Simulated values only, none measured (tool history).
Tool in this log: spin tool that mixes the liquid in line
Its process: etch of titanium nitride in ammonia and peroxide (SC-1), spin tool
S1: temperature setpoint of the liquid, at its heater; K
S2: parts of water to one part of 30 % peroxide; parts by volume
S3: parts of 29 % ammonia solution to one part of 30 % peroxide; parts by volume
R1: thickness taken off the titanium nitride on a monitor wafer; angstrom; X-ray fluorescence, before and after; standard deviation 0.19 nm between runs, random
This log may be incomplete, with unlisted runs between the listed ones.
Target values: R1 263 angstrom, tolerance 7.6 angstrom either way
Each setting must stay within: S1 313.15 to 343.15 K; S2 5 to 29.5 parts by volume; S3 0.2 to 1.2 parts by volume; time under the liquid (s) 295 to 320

{"run": 1, "hour": 0.0, "S1": 329.15, "S2": 16.5, "S3": 0.8, "time under the liquid (s)": 295, "R1": 125.06}
{"run": 2, "hour": 4.1, "S1": 335.65, "S2": 16.5, "S3": 0.8, "time under the liquid (s)": 295, "R1": 193.48}
{"run": 3, "hour": 7.2, "S1": 342.15, "S2": 16.5, "S3": 0.8, "time under the liquid (s)": 295, "R1": 292.06}
{"run": 4, "hour": 9.3, "S1": 341.65, "S2": 16.5, "S3": 0.8, "time under the liquid (s)": 295, "R1": 282.4}
{"run": 5, "hour": 13.6, "S1": 341.15, "S2": 16.5, "S3": 0.8, "time under the liquid (s)": 295, "R1": 275.22}
{"run": 6, "hour": 21.3, "S1": 343.15, "S2": 16.5, "S3": 0.8, "time under the liquid (s)": 295, "R1": 310.97}
{"run": 7, "hour": 24.7, "S1": 342.65, "S2": 16.5, "S3": 0.8, "time under the liquid (s)": 295, "R1": 301.55}
{"hour": 28.5, "done": "thermometer replaced"}
{"run": 8, "hour": 28.5, "S1": 342.15, "S2": 16.5, "S3": 0.8, "time under the liquid (s)": 295, "R1": 312.22}
{"run": 9, "hour": 34.3, "S1": 341.65, "S2": 16.5, "S3": 0.8, "time under the liquid (s)": 295, "R1": 303.37}
{"run": 10, "hour": 39.8, "S1": 341.15, "S2": 16.5, "S3": 0.8, "time under the liquid (s)": 295, "R1": 297.44}
{"run": 11, "hour": 43.1, "S1": 340.65, "S2": 16.5, "S3": 0.8, "time under the liquid (s)": 295, "R1": 282.3}
{"run": 12, "hour": 47.1, "S1": 340.15, "S2": 16.5, "S3": 0.8, "time under the liquid (s)": 295, "R1": 274}

Below are 5 possible settings for the next run. Only one of them brings all results inside the allowed miss of their targets. Which is it?
{"run": "A", "hour": 51.1, "S1": 338.15, "S2": 14.5, "S3": 0.6, "time under the liquid (s)": 295, "R1": "?"}
{"run": "B", "hour": 51.1, "S1": 338.65, "S2": 14, "S3": 0.8, "time under the liquid (s)": 305, "R1": "?"}
{"run": "C", "hour": 51.1, "S1": 341.65, "S2": 19.5, "S3": 0.65, "time under the liquid (s)": 295, "R1": "?"}
{"run": "D", "hour": 51.1, "S1": 340.15, "S2": 17.5, "S3": 0.8, "time under the liquid (s)": 305, "R1": "?"}
{"run": "E", "hour": 51.1, "S1": 334.65, "S2": 12, "S3": 1.15, "time under the liquid (s)": 295, "R1": "?"}

move=A R1=248.93
move=B R1=284.61
move=C R1=267.72
move=D R1=277.49
move=E R1=244.62
A: carries the result that was furthest off beyond its target, to the other side
B: moves away from the targets compared with the last run
C: every result within its allowed miss
D: moves away from the targets compared with the last run
E: carries the result that was furthest off beyond its target, to the other side
Go with C: it meets all targets.
